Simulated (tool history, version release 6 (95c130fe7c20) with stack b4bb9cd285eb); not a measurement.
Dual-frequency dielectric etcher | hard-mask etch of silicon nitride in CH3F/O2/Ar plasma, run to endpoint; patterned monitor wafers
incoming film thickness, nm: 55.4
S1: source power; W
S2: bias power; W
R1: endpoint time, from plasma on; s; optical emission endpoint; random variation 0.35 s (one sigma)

Run 1, day 0.000: S1 340 W, S2 84 W. Result: R1 80.193 s.
Run 2, day 0.296: S1 290 W, S2 84 W. Result: R1 86.113 s.
Run 3, day 0.538: S1 290 W, S2 95 W. Result: R1 82.231 s.
Run 4, day 0.638: S1 290 W, S2 102 W. Result: R1 79.367 s.
Run 5, day 0.796: S1 290 W, S2 116 W. Result: R1 74.351 s.
Run 6, day 1.021: S1 270 W, S2 101 W. Result: R1 81.775 s.
Run 7, day 1.317: S1 250 W, S2 91 W. Result: R1 88.613 s.

Forecast run 8:
Run 8, day 1.588: S1 240 W, S2 85 W. Result: R1 ?.

Run 8 gave R1 93.125 s.
